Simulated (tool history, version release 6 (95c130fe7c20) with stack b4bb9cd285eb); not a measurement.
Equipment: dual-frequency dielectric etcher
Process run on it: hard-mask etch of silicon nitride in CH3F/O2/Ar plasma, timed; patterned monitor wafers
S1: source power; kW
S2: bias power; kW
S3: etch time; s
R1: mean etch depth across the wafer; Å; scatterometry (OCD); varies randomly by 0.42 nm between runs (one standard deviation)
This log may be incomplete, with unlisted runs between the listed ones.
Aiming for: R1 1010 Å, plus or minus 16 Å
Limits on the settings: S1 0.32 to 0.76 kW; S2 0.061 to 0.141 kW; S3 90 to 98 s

Run 1, hour 0: S1 0.54 kW, S2 0.101 kW, S3 98 s. Result: R1 941.33 Å.
Run 2, hour 2.7: S1 0.54 kW, S2 0.101 kW, S3 98 s. Result: R1 940.87 Å.
Run 3, hour 8: S1 0.54 kW, S2 0.101 kW, S3 90 s. Result: R1 864.4 Å.
Run 4, hour 8.5: S1 0.59 kW, S2 0.102 kW, S3 90 s. Result: R1 895.79 Å.
Run 5, hour 15.8: S1 0.59 kW, S2 0.087 kW, S3 90 s. Result: R1 863.05 Å.
Run 6, hour 21.5: S1 0.62 kW, S2 0.093 kW, S3 90.5 s. Result: R1 896.75 Å.
Run 7, hour 23.5: S1 0.62 kW, S2 0.093 kW, S3 90.5 s. Result: R1 901.77 Å.
Run 8, hour 29.9: S1 0.65 kW, S2 0.095 kW, S3 90.5 s. Result: R1 916.43 Å.
Run 9, hour 32.5: S1 0.67 kW, S2 0.098 kW, S3 91 s. Result: R1 936.42 Å.
Run 10, hour 40.4: S1 0.69 kW, S2 0.101 kW, S3 91 s. Result: R1 952.64 Å.
Run 11, hour 41.4: S1 0.7 kW, S2 0.103 kW, S3 91 s. Result: R1 963.72 Å.

Below are 5 possible settings for the next run. Only one of them brings all results inside the allowed miss of their targets. Which is it?
Run A, hour 42.4: S1 0.66 kW, S2 0.106 kW, S3 93.5 s. Result: R1 ?.
Run B, hour 42.4: S1 0.67 kW, S2 0.108 kW, S3 92.5 s. Result: R1 ?.
Run C, hour 42.4: S1 0.76 kW, S2 0.114 kW, S3 90 s. Result: R1 ?.
Run D, hour 42.4: S1 0.69 kW, S2 0.085 kW, S3 93.5 s. Result: R1 ?.
Run E, hour 42.4: S1 0.71 kW, S2 0.084 kW, S3 94 s. Result: R1 ?.

move      R1
   A  979.17
   B  978.61
   C  1009.2
   D  940.02
   E  951.82
A: an improvement on the last run, though not all results are within tolerance
B: an improvement on the last run, though not all results are within tolerance
C: all results land within tolerance of their targets
D: its largest miss is bigger than the last run's
E: its largest miss is bigger than the last run's
C meets every target.
